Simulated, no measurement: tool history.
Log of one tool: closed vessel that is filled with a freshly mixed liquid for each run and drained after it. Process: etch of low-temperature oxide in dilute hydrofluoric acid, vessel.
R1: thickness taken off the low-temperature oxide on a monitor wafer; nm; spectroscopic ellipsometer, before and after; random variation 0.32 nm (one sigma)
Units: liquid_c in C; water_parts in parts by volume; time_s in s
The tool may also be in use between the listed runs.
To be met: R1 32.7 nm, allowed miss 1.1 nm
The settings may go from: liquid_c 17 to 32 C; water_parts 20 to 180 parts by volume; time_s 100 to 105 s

run 1 hour=0 | liquid_c=24 water_parts=100 time_s=100 | R1=20.961
run 2 hour=4.3 | liquid_c=25.5 water_parts=100 time_s=100 | R1=22.294
run 3 hour=9.1 | liquid_c=27 water_parts=95 time_s=100 | R1=24.816
run 4 hour=11.2 | liquid_c=28.5 water_parts=90 time_s=100 | R1=28.641
run 5 hour=19.1 | liquid_c=28.5 water_parts=55 time_s=100 | R1=48.175
run 6 hour=26.6 | liquid_c=28.5 water_parts=30 time_s=100 | R1=90.886
run 7 hour=32.3 | liquid_c=27 water_parts=45 time_s=100 | R1=55.948
run 8 hour=34.2 | liquid_c=24 water_parts=45 time_s=100 | R1=49.937
run 9 hour=41 | liquid_c=24 water_parts=45 time_s=100 | R1=50.115
run 10 hour=46.1 | liquid_c=22 water_parts=45 time_s=100 | R1=45.578
-- hour=47.8 hydrofluoric acid flow meter replaced
run 11 hour=47.8 | liquid_c=20.5 water_parts=45 time_s=100 | R1=38.964
run 12 hour=54.7 | liquid_c=19.5 water_parts=45 time_s=100 | R1=38.202
run 13 hour=62.2 | liquid_c=19 water_parts=45 time_s=100 | R1=37.618
run 14 hour=66.7 | liquid_c=18.5 water_parts=45 time_s=100 | R1=36.403
run 15 hour=73.1 | liquid_c=17 water_parts=50 time_s=100 | R1=30.425
run 16 hour=78.8 | liquid_c=17.5 water_parts=50 time_s=100 | R1=30.903

Which of these 4 next moves meets every target?
run A hour=84.5 | liquid_c=19.5 water_parts=60 time_s=100 | R1=?
run B hour=84.5 | liquid_c=17.5 water_parts=50 time_s=105 | R1=?
run C hour=84.5 | liquid_c=17 water_parts=55 time_s=105 | R1=?
run D hour=84.5 | liquid_c=19 water_parts=55 time_s=100 | R1=?

move=A R1=28.019
move=B R1=32.78
move=C R1=28.999
move=D R1=30.099
A: further off than the last run
B: meets every target
C: further off than the last run
D: further off than the last run
Answer: B

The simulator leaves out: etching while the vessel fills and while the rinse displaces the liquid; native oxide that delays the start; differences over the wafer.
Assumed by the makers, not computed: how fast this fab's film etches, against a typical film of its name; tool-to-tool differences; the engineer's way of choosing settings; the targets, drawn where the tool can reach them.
